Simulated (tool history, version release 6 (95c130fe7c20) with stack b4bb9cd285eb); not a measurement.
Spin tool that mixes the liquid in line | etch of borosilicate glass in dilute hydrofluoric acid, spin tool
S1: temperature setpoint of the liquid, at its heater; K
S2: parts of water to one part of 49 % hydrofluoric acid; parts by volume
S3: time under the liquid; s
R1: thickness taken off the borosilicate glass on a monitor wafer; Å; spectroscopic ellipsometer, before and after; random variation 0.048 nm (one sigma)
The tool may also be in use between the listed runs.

Run 1, hour 0: S1 296.15 K, S2 155 parts by volume, S3 70 s. Result: R1 159.01 Å.
Run 2, hour 1.8: S1 294.65 K, S2 160 parts by volume, S3 70 s. Result: R1 143.21 Å.
Run 3, hour 4.4: S1 298.15 K, S2 160 parts by volume, S3 70 s. Result: R1 165.03 Å.
Run 4, hour 11.5: S1 298.15 K, S2 205 parts by volume, S3 70 s. Result: R1 121.98 Å.
Run 5, hour 13.2: S1 297.15 K, S2 205 parts by volume, S3 70 s. Result: R1 117.49 Å.
Run 6, hour 13.7: S1 297.15 K, S2 240 parts by volume, S3 70 s. Result: R1 97.899 Å.

Run 7 comes next. What will it give?
Run 7, hour 21.5: S1 297.65 K, S2 240 parts by volume, S3 70 s. Result: R1 ?.

Run 7 came out at R1 98.757 Å.
